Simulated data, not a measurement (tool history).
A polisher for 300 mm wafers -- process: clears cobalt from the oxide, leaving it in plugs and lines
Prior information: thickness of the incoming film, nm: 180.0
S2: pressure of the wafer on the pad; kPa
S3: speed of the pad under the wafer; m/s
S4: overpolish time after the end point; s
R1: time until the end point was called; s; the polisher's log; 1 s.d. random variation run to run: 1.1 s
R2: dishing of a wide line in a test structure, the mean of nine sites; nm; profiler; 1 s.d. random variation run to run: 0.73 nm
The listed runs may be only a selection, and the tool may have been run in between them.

{"run": 1, "day": 0.0, "flow of slurry (ml/min)": 210, "S2": 13.1, "S3": 0.84, "S4": 27, "R1": 61.915, "R2": 48.725}
{"run": 2, "day": 0.112, "flow of slurry (ml/min)": 210, "S2": 13.1, "S3": 0.64, "S4": 27, "R1": 78.064, "R2": 41.021}
{"run": 3, "day": 0.392, "flow of slurry (ml/min)": 210, "S2": 13.1, "S3": 0.64, "S4": 36, "R1": 77.721, "R2": 49.999}
{"run": 4, "day": 0.458, "flow of slurry (ml/min)": 210, "S2": 13.1, "S3": 0.64, "S4": 35, "R1": 77.067, "R2": 49.232}
{"run": 5, "day": 0.775, "flow of slurry (ml/min)": 210, "S2": 13.1, "S3": 0.64, "S4": 42, "R1": 75.56, "R2": 52.735}
{"run": 6, "day": 1.088, "flow of slurry (ml/min)": 210, "S2": 15.2, "S3": 0.64, "S4": 42, "R1": 66.656, "R2": 54.647}
{"run": 7, "day": 1.125, "flow of slurry (ml/min)": 210, "S2": 11.7, "S3": 0.62, "S4": 39, "R1": 87.456, "R2": 49.462}

Predict the results of run 8:
{"run": 8, "day": 1.325, "flow of slurry (ml/min)": 210, "S2": 11.7, "S3": 0.62, "S4": 39, "R1": "?", "R2": "?"}

{"run 8": {"R1": 87.342, "R2": 47.394}}
